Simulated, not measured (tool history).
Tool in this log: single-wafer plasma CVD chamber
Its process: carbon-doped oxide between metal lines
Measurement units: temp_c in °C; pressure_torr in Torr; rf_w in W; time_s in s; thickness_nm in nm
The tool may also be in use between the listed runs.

run	hour	temp_c	pressure_torr	rf_w	time_s	thickness_nm
1	0	335	5.08	395	20.7	91.891
2	3.2	335	5.65	395	20.7	92.956
3	11.5	331	5.65	395	20.7	94.234
4	17.3	331	6.05	395	20.7	94.394
5	19.5	321	6.05	395	20.7	99.435
6	21.2	325	5.95	395	20.7	97.134
7	29.7	337	4.93	385	20.7	88.398
8	38.5	338	4.88	385	20.7	88.224
9	43.6	339	4.84	385	20.7	87.395
10	52.2	340	4.81	385	20.7	87.486
11	54.3	341	4.77	385	20.7	86.35

Predict the results of run 12:
12	60.3	342	4.75	385	20.7	?

{"run 12": {"thickness_nm": 86.413}}
